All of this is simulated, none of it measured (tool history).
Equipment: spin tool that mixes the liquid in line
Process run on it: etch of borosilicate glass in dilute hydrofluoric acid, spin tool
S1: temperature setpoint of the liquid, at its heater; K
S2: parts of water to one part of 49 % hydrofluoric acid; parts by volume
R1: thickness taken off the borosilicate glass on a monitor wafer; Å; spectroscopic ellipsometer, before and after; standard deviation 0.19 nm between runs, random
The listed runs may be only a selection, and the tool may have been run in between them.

Run 1, hour 0.0: S1 298.15 K, S2 130 parts by volume, time under the liquid (s) 55. Result: R1 138.730 Å.
Run 2, hour 3.2: S1 298.15 K, S2 175 parts by volume, time under the liquid (s) 55. Result: R1 97.738 Å.
Run 3, hour 9.1: S1 299.65 K, S2 175 parts by volume, time under the liquid (s) 55. Result: R1 103.220 Å.
Run 4, hour 14.7: S1 299.65 K, S2 140 parts by volume, time under the liquid (s) 55. Result: R1 135.530 Å.
Run 5, hour 19.3: S1 300.15 K, S2 135 parts by volume, time under the liquid (s) 55. Result: R1 143.520 Å.
Run 6, hour 21.0: S1 297.65 K, S2 135 parts by volume, time under the liquid (s) 55. Result: R1 130.270 Å.
Run 7, hour 29.0: S1 297.65 K, S2 135 parts by volume, time under the liquid (s) 55. Result: R1 130.010 Å.
Run 8, hour 34.9: S1 298.65 K, S2 130 parts by volume, time under the liquid (s) 55. Result: R1 143.290 Å.

The next listed run, before its measurement:
Run 9, hour 38.6: S1 299.15 K, S2 130 parts by volume, time under the liquid (s) 55. Result: R1 ?.

R1: 143.490 Å
